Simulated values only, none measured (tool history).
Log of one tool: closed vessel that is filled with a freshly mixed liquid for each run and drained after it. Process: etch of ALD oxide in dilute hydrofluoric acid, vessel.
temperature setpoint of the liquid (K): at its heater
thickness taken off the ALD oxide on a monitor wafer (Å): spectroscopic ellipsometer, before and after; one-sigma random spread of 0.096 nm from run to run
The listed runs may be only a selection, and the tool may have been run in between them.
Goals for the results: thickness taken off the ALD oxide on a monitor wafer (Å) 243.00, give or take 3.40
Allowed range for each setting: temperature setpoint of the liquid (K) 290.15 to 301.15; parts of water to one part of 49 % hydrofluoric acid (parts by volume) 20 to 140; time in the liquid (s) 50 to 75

run,day,temperature setpoint of the liquid (K),parts of water to one part of 49 % hydrofluoric acid (parts by volume),time in the liquid (s),thickness taken off the ALD oxide on a monitor wafer (Å)
1,0.000,293.15,75,75,210.96
2,0.121,293.65,75,75,218.48
3,0.242,293.65,60,75,275.48
4,0.438,293.15,60,75,268.83
5,0.479,293.15,60,75,270.52
6,0.854,293.15,60,50,181.08
7,0.925,293.65,60,50,185.25
8,1.179,293.65,60,50,185.10
9,1.433,294.15,55,50,204.77
10,1.696,294.15,55,50,205.03

Below are 4 possible settings for the next run. Only one of them brings all results inside the allowed miss of their targets. Which is it?
A,1.958,294.65,60,65,?
B,1.958,290.15,40,50,?
C,1.958,294.65,55,60,?
D,1.958,296.65,65,65,?

move,thickness taken off the ALD oxide on a monitor wafer (Å)
A,248.15
B,241.87
C,251.43
D,247.20
A: moves the result that the last run missed by most past its target, out the other side
B: in spec on every target
C: moves the result that the last run missed by most past its target, out the other side
D: moves the result that the last run missed by most past its target, out the other side
So the answer is move B, the one that meets all the targets.
